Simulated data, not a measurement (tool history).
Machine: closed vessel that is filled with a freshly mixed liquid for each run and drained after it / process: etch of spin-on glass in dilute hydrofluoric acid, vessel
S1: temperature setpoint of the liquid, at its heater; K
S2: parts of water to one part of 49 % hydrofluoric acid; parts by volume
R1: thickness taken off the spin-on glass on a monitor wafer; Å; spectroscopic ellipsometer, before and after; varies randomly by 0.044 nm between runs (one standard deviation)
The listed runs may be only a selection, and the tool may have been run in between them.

{"run": 1, "hour": 0.0, "S1": 296.15, "S2": 245, "time in the liquid (s)": 30, "R1": 61.064}
{"run": 2, "hour": 8.5, "S1": 297.65, "S2": 245, "time in the liquid (s)": 30, "R1": 64.149}
{"run": 3, "hour": 12.0, "S1": 299.15, "S2": 245, "time in the liquid (s)": 30, "R1": 68.342}
{"run": 4, "hour": 16.2, "S1": 299.15, "S2": 245, "time in the liquid (s)": 30, "R1": 68.756}
{"run": 5, "hour": 20.1, "S1": 302.15, "S2": 245, "time in the liquid (s)": 30, "R1": 75.275}
{"run": 6, "hour": 21.4, "S1": 302.15, "S2": 200, "time in the liquid (s)": 30, "R1": 97.694}
{"run": 7, "hour": 26.9, "S1": 300.65, "S2": 200, "time in the liquid (s)": 30, "R1": 92.565}
{"run": 8, "hour": 35.7, "S1": 299.15, "S2": 200, "time in the liquid (s)": 30, "R1": 87.05}

The next listed run, before its measurement:
{"run": 9, "hour": 43.8, "S1": 298.15, "S2": 200, "time in the liquid (s)": 30, "R1": "?"}

{"run 9": {"R1": 84.015}}
